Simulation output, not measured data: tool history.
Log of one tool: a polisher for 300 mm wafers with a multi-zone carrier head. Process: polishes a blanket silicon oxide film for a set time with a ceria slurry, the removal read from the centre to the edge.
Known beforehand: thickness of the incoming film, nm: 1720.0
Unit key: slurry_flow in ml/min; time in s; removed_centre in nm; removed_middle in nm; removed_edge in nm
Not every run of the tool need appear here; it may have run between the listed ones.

{"run": 1, "hour": 0.0, "slurry_flow": 310, "centre_zone": 1.0, "middle_zone": 1.0, "edge_zone": 1.0, "time": 86, "removed_centre": 450.41, "removed_middle": 439.24, "removed_edge": 423.96}
{"run": 2, "hour": 4.9, "slurry_flow": 310, "centre_zone": 1.0, "middle_zone": 1.0, "edge_zone": 1.08, "time": 86, "removed_centre": 460.2, "removed_middle": 441.61, "removed_edge": 451.49}
{"run": 3, "hour": 12.8, "slurry_flow": 310, "centre_zone": 1.0, "middle_zone": 1.0, "edge_zone": 1.02, "time": 86, "removed_centre": 442.3, "removed_middle": 426.81, "removed_edge": 434.16}
{"run": 4, "hour": 20.2, "slurry_flow": 310, "centre_zone": 1.0, "middle_zone": 1.0, "edge_zone": 0.99, "time": 86, "removed_centre": 459.23, "removed_middle": 434.94, "removed_edge": 432.24}
{"run": 5, "hour": 24.8, "slurry_flow": 310, "centre_zone": 1.0, "middle_zone": 1.0, "edge_zone": 0.99, "time": 97, "removed_centre": 493.21, "removed_middle": 476.63, "removed_edge": 480.56}
{"run": 6, "hour": 33.5, "slurry_flow": 310, "centre_zone": 1.03, "middle_zone": 1.0, "edge_zone": 1.01, "time": 100, "removed_centre": 536.61, "removed_middle": 506.02, "removed_edge": 502.29}

The next listed run, before its measurement:
{"run": 7, "hour": 37.1, "slurry_flow": 310, "centre_zone": 1.05, "middle_zone": 0.99, "edge_zone": 1.03, "time": 102, "removed_centre": "?", "removed_middle": "?", "removed_edge": "?"}

removed_centre: 557.78 nm
removed_middle: 508.13 nm
removed_edge: 505.91 nm

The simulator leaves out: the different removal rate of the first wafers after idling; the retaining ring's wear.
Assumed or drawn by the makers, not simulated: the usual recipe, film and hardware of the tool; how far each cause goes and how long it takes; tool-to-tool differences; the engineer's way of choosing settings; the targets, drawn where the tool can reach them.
